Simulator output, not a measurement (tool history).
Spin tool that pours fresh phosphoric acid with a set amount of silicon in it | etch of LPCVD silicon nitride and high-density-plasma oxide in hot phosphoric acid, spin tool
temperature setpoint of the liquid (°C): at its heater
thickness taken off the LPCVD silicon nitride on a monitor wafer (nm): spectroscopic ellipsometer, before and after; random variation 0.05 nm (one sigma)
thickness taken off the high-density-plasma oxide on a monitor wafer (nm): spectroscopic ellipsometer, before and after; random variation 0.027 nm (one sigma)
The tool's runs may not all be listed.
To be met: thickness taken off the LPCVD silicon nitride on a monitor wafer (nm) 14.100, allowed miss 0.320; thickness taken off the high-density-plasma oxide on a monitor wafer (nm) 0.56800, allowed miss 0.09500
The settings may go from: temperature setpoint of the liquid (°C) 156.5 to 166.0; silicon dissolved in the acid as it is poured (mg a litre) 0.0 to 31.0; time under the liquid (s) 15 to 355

| run | hour | temperature setpoint of the liquid (°C) | silicon dissolved in the acid as it is poured (mg a litre) | time under the liquid (s) | thickness taken off the LPCVD silicon nitride on a monitor wafer (nm) | thickness taken off the high-density-plasma oxide on a monitor wafer (nm) |
|---|---|---|---|---|---|---|
| 1 | 0.0 | 161.0 | 13.5 | 180 | 15.883 | 0.57070 |
| 2 | 4.8 | 162.5 | 13.5 | 180 | 16.552 | 0.65958 |
| 3 | 9.3 | 164.0 | 13.5 | 180 | 17.486 | 0.78031 |
| 4 | 12.3 | 164.0 | 13.5 | 120 | 11.637 | 0.51780 |
| 5 | 16.6 | 164.0 | 14.5 | 125 | 12.147 | 0.49186 |
| 6 | 20.5 | 164.0 | 15.0 | 125 | 12.159 | 0.49082 |
| 7 | 23.0 | 164.0 | 15.5 | 125 | 12.124 | 0.49444 |
| 8 | 24.2 | 166.0 | 19.0 | 145 | 15.097 | 0.59823 |
| 9 | 33.1 | 166.0 | 18.5 | 145 | 15.051 | 0.64045 |
| 10 | 41.0 | 164.0 | 18.0 | 140 | 13.627 | 0.49577 |

Which of these 4 next moves meets every target?
| A | 48.9 | 162.0 | 23.0 | 155 | ? | ? |
| B | 48.9 | 163.5 | 9.0 | 130 | ? | ? |
| C | 48.9 | 163.0 | 14.5 | 150 | ? | ? |
| D | 48.9 | 163.5 | 31.0 | 160 | ? | ? |

| move | thickness taken off the LPCVD silicon nitride on a monitor wafer (nm) | thickness taken off the high-density-plasma oxide on a monitor wafer (nm) |
|---|---|---|
| A | 14.010 | 0.41715 |
| B | 12.349 | 0.56128 |
| C | 14.015 | 0.54976 |
| D | 15.199 | 0.36042 |
A: brings the result that was furthest off to its target, and leaves another outside
B: further off than the last run
C: meets every target
D: takes the result that was furthest off past its target
Answer: C

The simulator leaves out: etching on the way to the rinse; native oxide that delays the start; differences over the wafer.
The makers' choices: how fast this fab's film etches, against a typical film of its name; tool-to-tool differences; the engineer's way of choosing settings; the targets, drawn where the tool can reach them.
